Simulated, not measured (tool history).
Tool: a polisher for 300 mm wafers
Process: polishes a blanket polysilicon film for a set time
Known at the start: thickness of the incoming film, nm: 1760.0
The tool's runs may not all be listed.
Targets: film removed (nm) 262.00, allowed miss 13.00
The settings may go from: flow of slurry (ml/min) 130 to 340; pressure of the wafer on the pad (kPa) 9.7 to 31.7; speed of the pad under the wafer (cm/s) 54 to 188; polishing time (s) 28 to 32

run	day	flow of slurry (ml/min)	pressure of the wafer on the pad (kPa)	speed of the pad under the wafer (cm/s)	polishing time (s)	film removed (nm)
1	0.000	220	20.7	120	32	317.98
2	0.146	220	24.1	120	32	369.15
3	0.317	220	22.8	118	32	342.15
4	0.492	220	22.8	136	32	387.69
5	0.604	220	20.7	134	32	352.14
6	0.892	220	19.3	134	32	330.11
7	1.108	220	17.9	134	32	311.32
8	1.158	220	17.2	134	32	296.94
9	1.262	220	16.5	134	32	288.47

5 next moves are on the table. One of them brings every result within its allowed miss. Which?
A	1.367	195	11.7	166	30	?
B	1.367	215	15.2	130	28	?
C	1.367	275	16.5	136	28	?
D	1.367	275	14.5	162	32	?
E	1.367	220	15.2	164	31	?

move	film removed (nm)
A	234.24
B	225.68
C	263.39
D	311.80
E	311.31
A: takes the result that was furthest off past its target
B: takes the result that was furthest off past its target
C: meets every target
D: further off than the last run
E: further off than the last run
Move C is the one to make.

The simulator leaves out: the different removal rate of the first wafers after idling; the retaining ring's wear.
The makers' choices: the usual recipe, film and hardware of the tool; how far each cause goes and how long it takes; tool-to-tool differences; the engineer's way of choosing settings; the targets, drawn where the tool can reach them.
